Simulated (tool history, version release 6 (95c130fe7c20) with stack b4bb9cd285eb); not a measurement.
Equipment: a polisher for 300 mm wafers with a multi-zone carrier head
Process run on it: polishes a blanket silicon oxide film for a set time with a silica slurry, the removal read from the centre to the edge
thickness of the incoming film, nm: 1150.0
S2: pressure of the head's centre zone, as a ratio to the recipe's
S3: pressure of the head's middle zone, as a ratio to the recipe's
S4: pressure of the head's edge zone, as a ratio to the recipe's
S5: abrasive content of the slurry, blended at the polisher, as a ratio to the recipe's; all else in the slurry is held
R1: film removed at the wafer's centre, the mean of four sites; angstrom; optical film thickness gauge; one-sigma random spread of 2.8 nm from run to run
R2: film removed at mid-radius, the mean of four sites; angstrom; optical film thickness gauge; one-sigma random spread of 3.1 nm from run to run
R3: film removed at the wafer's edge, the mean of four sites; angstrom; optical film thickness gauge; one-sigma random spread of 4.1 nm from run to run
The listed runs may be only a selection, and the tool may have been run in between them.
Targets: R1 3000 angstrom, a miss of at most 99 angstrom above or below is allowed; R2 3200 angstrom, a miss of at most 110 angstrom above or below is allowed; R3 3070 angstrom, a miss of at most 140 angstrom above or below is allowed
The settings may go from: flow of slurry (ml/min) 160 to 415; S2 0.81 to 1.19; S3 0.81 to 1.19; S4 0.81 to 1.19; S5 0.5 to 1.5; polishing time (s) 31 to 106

Run 1, hour 0: flow of slurry (ml/min) 265, S2 1, S3 1, S4 1, S5 1, polishing time (s) 68. Result: R1 2679.4 angstrom, R2 2685.2 angstrom, R3 2642.1 angstrom.
Run 2, hour 1: flow of slurry (ml/min) 265, S2 1, S3 0.96, S4 1, S5 1, polishing time (s) 68. Result: R1 2679.9 angstrom, R2 2555.2 angstrom, R3 2618.2 angstrom.
Run 3, hour 4: flow of slurry (ml/min) 265, S2 1.08, S3 0.96, S4 1, S5 1, polishing time (s) 68. Result: R1 2854.6 angstrom, R2 2572.8 angstrom, R3 2628.6 angstrom.
Run 4, hour 7.9: flow of slurry (ml/min) 205, S2 1.08, S3 0.96, S4 1, S5 1, polishing time (s) 68. Result: R1 2715.7 angstrom, R2 2490.2 angstrom, R3 2532.5 angstrom.
Run 5, hour 8.6: flow of slurry (ml/min) 225, S2 1.07, S3 0.98, S4 1.02, S5 1, polishing time (s) 68. Result: R1 2742.2 angstrom, R2 2564.6 angstrom, R3 2532.4 angstrom.
Run 6, hour 17.6: flow of slurry (ml/min) 225, S2 1.15, S3 0.98, S4 1.02, S5 1, polishing time (s) 68. Result: R1 2888.4 angstrom, R2 2552.9 angstrom, R3 2584.7 angstrom.
Run 7, hour 19.5: flow of slurry (ml/min) 240, S2 1.13, S3 1, S4 1.04, S5 1, polishing time (s) 68. Result: R1 2898.7 angstrom, R2 2613.3 angstrom, R3 2671.8 angstrom.
Run 8, hour 25.9: flow of slurry (ml/min) 255, S2 1.12, S3 1.03, S4 1.05, S5 1, polishing time (s) 68. Result: R1 2867.5 angstrom, R2 2710.7 angstrom, R3 2703.4 angstrom.
Run 9, hour 28.9: flow of slurry (ml/min) 270, S2 1.12, S3 1.05, S4 1.06, S5 1, polishing time (s) 68. Result: R1 2866.2 angstrom, R2 2767.7 angstrom, R3 2665.2 angstrom.
Run 10, hour 33.9: flow of slurry (ml/min) 280, S2 1.11, S3 1.06, S4 1.08, S5 1, polishing time (s) 68. Result: R1 2939.2 angstrom, R2 2836.5 angstrom, R3 2704.8 angstrom.
Run 11, hour 35.7: flow of slurry (ml/min) 280, S2 1.08, S3 1.06, S4 1.1, S5 1.05, polishing time (s) 68. Result: R1 2900.8 angstrom, R2 2915.5 angstrom, R3 2762.9 angstrom.
Run 12, hour 41.2: flow of slurry (ml/min) 285, S2 1.06, S3 1.06, S4 1.11, S5 1.05, polishing time (s) 68. Result: R1 2928.7 angstrom, R2 2856.8 angstrom, R3 2826.4 angstrom.
Run 13, hour 41.9: flow of slurry (ml/min) 285, S2 1.06, S3 1.06, S4 1.11, S5 1.05, polishing time (s) 68. Result: R1 2901 angstrom, R2 2868.3 angstrom, R3 2834.7 angstrom.

5 candidate next runs follow, results not yet known. Just one meets every target within its allowed miss. Identify it.
Run A, hour 42.6: flow of slurry (ml/min) 330, S2 1.06, S3 1.16, S4 1.09, S5 1.1, polishing time (s) 63. Result: R1 ?, R2 ?, R3 ?.
Run B, hour 42.6: flow of slurry (ml/min) 265, S2 0.97, S3 1.09, S4 1.18, S5 1.15, polishing time (s) 77. Result: R1 ?, R2 ?, R3 ?.
Run C, hour 42.6: flow of slurry (ml/min) 325, S2 1.01, S3 0.99, S4 1.16, S5 1.05, polishing time (s) 78. Result: R1 ?, R2 ?, R3 ?.
Run D, hour 42.6: flow of slurry (ml/min) 305, S2 1.1, S3 1.03, S4 1.14, S5 0.9, polishing time (s) 65. Result: R1 ?, R2 ?, R3 ?.
Run E, hour 42.6: flow of slurry (ml/min) 250, S2 1.05, S3 1.12, S4 1.16, S5 1.35, polishing time (s) 65. Result: R1 ?, R2 ?, R3 ?.

move      R1      R2      R3
   A  2816.4  2981.9  2746.9
   B    3232  3450.3  3514.3
   C    3288  3144.6  3432.1
   D  2643.5  2469.6  2586.4
   E  3066.5  3181.3  3142.8
A: closes in on the targets versus the last run, not all within tolerance yet
B: takes the result that was furthest off past its target
C: the worst result of the last run now meets its target, but another is out of spec
D: the biggest miss grows against the last run
E: every result within its allowed miss
E meets every target.
